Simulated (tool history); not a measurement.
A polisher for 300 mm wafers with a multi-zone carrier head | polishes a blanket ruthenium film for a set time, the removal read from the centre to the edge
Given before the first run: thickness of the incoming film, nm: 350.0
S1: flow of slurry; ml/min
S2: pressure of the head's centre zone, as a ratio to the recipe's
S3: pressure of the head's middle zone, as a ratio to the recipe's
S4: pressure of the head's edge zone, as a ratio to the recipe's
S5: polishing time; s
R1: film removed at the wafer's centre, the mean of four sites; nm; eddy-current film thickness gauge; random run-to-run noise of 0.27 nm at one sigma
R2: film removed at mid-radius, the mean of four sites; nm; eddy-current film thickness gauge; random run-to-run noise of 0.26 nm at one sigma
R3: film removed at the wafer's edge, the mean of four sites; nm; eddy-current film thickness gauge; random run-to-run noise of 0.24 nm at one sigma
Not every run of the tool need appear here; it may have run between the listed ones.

run,hour,S1,S2,S3,S4,S5,R1,R2,R3
1,0.0,230,1.00,1.00,1.00,38,35.056,36.017,35.724
2,5.8,230,1.00,1.09,1.00,38,35.197,38.962,35.243
3,14.8,220,0.97,1.03,0.99,33,29.755,32.284,30.705
4,22.0,215,0.94,0.98,0.98,30,26.513,27.856,27.124
5,24.8,215,0.94,0.98,1.01,30,26.480,27.618,28.449
6,26.5,160,0.94,0.98,1.01,30,25.201,26.734,26.775
7,33.0,155,0.91,0.95,1.01,29,23.032,24.998,26.270
8,35.4,155,0.90,0.92,0.99,28,21.912,22.912,24.892

Estimate the outcome of run 9 from the log above:
9,37.5,155,0.90,0.92,0.99,28,?,?,?

{"run 9": {"R1": 22.318, "R2": 23.67, "R3": 24.86}}
